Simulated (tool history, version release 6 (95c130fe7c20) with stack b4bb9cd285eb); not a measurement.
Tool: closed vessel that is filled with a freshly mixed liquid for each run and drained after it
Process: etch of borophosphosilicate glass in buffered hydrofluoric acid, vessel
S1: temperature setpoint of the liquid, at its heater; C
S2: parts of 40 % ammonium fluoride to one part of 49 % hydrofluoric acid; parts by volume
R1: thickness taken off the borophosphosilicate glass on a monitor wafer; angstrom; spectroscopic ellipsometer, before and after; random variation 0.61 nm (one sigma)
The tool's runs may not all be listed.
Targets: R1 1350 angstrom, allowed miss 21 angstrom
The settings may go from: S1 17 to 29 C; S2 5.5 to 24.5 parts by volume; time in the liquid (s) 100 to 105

Run 1, day 0: S1 21 C, S2 15 parts by volume, time in the liquid (s) 100. Result: R1 717.74 angstrom.
Run 2, day 0.288: S1 21 C, S2 13 parts by volume, time in the liquid (s) 100. Result: R1 838.44 angstrom.
Run 3, day 0.633: S1 21 C, S2 16 parts by volume, time in the liquid (s) 100. Result: R1 682.38 angstrom.
Run 4, day 0.692: S1 21 C, S2 14.5 parts by volume, time in the liquid (s) 100. Result: R1 752.77 angstrom.
Run 5, day 0.979: S1 23 C, S2 14 parts by volume, time in the liquid (s) 100. Result: R1 865.82 angstrom.
Run 6, day 1.029: S1 24.5 C, S2 13.5 parts by volume, time in the liquid (s) 100. Result: R1 969.23 angstrom.
Run 7, day 1.396: S1 25.5 C, S2 13 parts by volume, time in the liquid (s) 100. Result: R1 1067.4 angstrom.
Run 8, day 1.7: S1 26.5 C, S2 13 parts by volume, time in the liquid (s) 100. Result: R1 1122.6 angstrom.

5 next moves are on the table. One of them brings every result within its allowed miss. Which?
Run A, day 2.004: S1 27.5 C, S2 11.5 parts by volume, time in the liquid (s) 105. Result: R1 ?.
Run B, day 2.004: S1 27.5 C, S2 12 parts by volume, time in the liquid (s) 105. Result: R1 ?.
Run C, day 2.004: S1 26 C, S2 11 parts by volume, time in the liquid (s) 100. Result: R1 ?.
Run D, day 2.004: S1 27 C, S2 12 parts by volume, time in the liquid (s) 105. Result: R1 ?.
Run E, day 2.004: S1 27.5 C, S2 12.5 parts by volume, time in the liquid (s) 105. Result: R1 ?.

move      R1
   A  1401.2
   B  1343.8
   C  1287.3
   D  1308.8
   E    1291
A: takes the result that was furthest off past its target
B: meets every target
C: nearer than the last run, and not there yet
D: nearer than the last run, and not there yet
E: nearer than the last run, and not there yet
The right move is B.

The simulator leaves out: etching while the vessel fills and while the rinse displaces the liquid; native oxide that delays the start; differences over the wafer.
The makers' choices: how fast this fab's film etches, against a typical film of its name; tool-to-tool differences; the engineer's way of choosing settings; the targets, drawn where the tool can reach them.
